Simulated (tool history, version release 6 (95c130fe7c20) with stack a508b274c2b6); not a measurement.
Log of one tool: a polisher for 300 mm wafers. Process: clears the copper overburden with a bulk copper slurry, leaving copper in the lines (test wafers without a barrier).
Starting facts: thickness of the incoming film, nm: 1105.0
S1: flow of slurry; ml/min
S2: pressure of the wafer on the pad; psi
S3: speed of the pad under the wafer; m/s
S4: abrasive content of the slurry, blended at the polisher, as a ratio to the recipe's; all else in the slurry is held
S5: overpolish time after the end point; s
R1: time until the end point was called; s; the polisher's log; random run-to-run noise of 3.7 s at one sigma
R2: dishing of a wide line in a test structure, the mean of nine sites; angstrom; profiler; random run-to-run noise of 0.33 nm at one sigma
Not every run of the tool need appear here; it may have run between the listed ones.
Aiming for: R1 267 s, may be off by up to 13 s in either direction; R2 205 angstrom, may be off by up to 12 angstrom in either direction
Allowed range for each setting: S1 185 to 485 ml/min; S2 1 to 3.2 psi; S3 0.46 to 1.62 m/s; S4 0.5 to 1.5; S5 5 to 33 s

run 1 day=0 | S1=310 S2=2.1 S3=1.04 S4=1 S5=17 | R1=152.22 R2=537.03
run 2 day=0.104 | S1=310 S2=2.1 S3=1.04 S4=1 S5=11 | R1=145.93 R2=399.09
run 3 day=0.371 | S1=310 S2=2 S3=1.02 S4=1 S5=10 | R1=158.89 R2=361.78
run 4 day=0.688 | S1=245 S2=2 S3=1.02 S4=1 S5=10 | R1=165.42 R2=358.92
run 5 day=0.908 | S1=245 S2=2.3 S3=1.02 S4=1 S5=10 | R1=145.05 R2=410.75
run 6 day=1.025 | S1=245 S2=2.8 S3=1.02 S4=1 S5=10 | R1=121.07 R2=459.12
run 7 day=1.246 | S1=245 S2=2.2 S3=0.82 S4=1 S5=5 | R1=186.83 R2=194
run 8 day=1.45 | S1=205 S2=1.6 S3=0.7 S4=0.85 S5=13 | R1=303.8 R2=262.62
run 9 day=1.767 | S1=215 S2=1.6 S3=0.7 S4=0.85 S5=13 | R1=302.29 R2=270.49
run 10 day=1.883 | S1=225 S2=1.6 S3=0.7 S4=0.9 S5=13 | R1=303.05 R2=276.33
run 11 day=2.221 | S1=225 S2=1.6 S3=0.7 S4=0.9 S5=12 | R1=307.91 R2=258.67
run 12 day=2.333 | S1=230 S2=1.8 S3=0.68 S4=0.9 S5=10 | R1=278.35 R2=240.06
run 13 day=2.571 | S1=235 S2=1.9 S3=0.64 S4=0.9 S5=5 | R1=281.83 R2=134.59
run 14 day=2.733 | S1=235 S2=1.9 S3=0.64 S4=0.9 S5=5 | R1=271.59 R2=135.37
run 15 day=2.754 | S1=235 S2=2 S3=0.6 S4=0.9 S5=13 | R1=282.78 R2=293.91
run 16 day=3.117 | S1=245 S2=2 S3=0.6 S4=0.85 S5=13 | R1=286.89 R2=287.2
run 17 day=3.346 | S1=335 S2=1.8 S3=0.8 S4=0.6 S5=5 | R1=244.67 R2=145.07

5 next moves are on the table. One of them brings every result within its allowed miss. Which?
run A day=3.575 | S1=295 S2=1.8 S3=0.86 S4=0.65 S5=6 | R1=? R2=?
run B day=3.575 | S1=320 S2=1.8 S3=0.92 S4=0.6 S5=7 | R1=? R2=?
run C day=3.575 | S1=375 S2=1.4 S3=0.9 S4=0.75 S5=8 | R1=? R2=?
run D day=3.575 | S1=370 S2=2.1 S3=0.66 S4=0.55 S5=10 | R1=? R2=?
run E day=3.575 | S1=355 S2=2.2 S3=0.6 S4=0.65 S5=10 | R1=? R2=?

move=A R1=227.59 R2=184.51
move=B R1=214.92 R2=220.18
move=C R1=263.05 R2=205.54
move=D R1=256.24 R2=256.69
move=E R1=260.62 R2=253.83
A: closer than the last run, but not yet in spec
B: the result that was furthest off in the last run now lies on the other side of its target
C: hits every target within its allowed miss
D: the result that was furthest off in the last run now lies on the other side of its target
E: the result that was furthest off in the last run now lies on the other side of its target
Correct choice: C, which meets every target
